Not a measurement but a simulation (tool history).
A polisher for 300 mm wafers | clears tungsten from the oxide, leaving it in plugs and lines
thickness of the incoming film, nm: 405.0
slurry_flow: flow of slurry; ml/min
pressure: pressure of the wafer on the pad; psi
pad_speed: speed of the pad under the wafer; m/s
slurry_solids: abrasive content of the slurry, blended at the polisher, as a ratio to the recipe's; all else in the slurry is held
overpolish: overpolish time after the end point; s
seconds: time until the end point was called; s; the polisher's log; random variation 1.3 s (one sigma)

Run 1, day 0: slurry_flow 250 ml/min, pressure 2.5 psi, pad_speed 1.12 m/s, slurry_solids 1, overpolish 18 s. Result: seconds 121.69 s.
Run 2, day 0.242: slurry_flow 250 ml/min, pressure 2.5 psi, pad_speed 1.26 m/s, slurry_solids 1, overpolish 18 s. Result: seconds 110.3 s.
Run 3, day 0.329: slurry_flow 250 ml/min, pressure 2.8 psi, pad_speed 1.26 m/s, slurry_solids 1, overpolish 18 s. Result: seconds 99.699 s.
Run 4, day 0.383: slurry_flow 250 ml/min, pressure 2.5 psi, pad_speed 1.26 m/s, slurry_solids 1, overpolish 18 s. Result: seconds 109.04 s.
Run 5, day 0.708: slurry_flow 250 ml/min, pressure 2.1 psi, pad_speed 1.26 m/s, slurry_solids 1, overpolish 18 s. Result: seconds 129.65 s.
Run 6, day 0.917: slurry_flow 295 ml/min, pressure 2.1 psi, pad_speed 1.26 m/s, slurry_solids 1, overpolish 18 s. Result: seconds 127.51 s.
Run 7, day 1.112: slurry_flow 295 ml/min, pressure 2 psi, pad_speed 1.26 m/s, slurry_solids 1, overpolish 18 s. Result: seconds 135.23 s.

Forecast run 8:
Run 8, day 1.262: slurry_flow 295 ml/min, pressure 1.9 psi, pad_speed 1.26 m/s, slurry_solids 1, overpolish 18 s. Result: seconds ?.

Run 8 gave seconds 141.95 s.

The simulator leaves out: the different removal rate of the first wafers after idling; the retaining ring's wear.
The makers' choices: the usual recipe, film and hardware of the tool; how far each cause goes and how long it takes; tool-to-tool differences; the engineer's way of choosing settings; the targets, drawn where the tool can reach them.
